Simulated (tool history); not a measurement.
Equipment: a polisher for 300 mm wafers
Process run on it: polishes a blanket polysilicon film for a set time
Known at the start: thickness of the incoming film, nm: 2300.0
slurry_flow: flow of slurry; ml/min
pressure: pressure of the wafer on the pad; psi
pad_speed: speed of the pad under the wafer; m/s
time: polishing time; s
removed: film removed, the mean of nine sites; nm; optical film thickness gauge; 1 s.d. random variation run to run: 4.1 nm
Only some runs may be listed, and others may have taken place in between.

run,hour,slurry_flow,pressure,pad_speed,time,removed
1,0.0,225,2.6,0.98,44,358.49
2,5.4,225,2.0,0.98,44,282.13
3,8.5,225,2.2,0.98,44,304.83
4,16.5,225,2.2,1.10,44,337.42
5,23.7,225,2.6,1.10,44,393.65
6,27.7,190,2.6,1.10,44,384.98
7,36.6,200,2.6,1.10,44,391.16
8,41.5,205,2.6,1.10,44,387.77
9,48.1,210,2.6,1.10,44,390.92
10,51.1,215,2.6,1.10,44,392.20
11,52.1,220,2.6,1.10,44,393.00

Run 12, settings as shown, results not yet in. Your forecast:
12,52.6,225,2.6,1.10,44,?

Run 12 produced removed 403.12 nm.
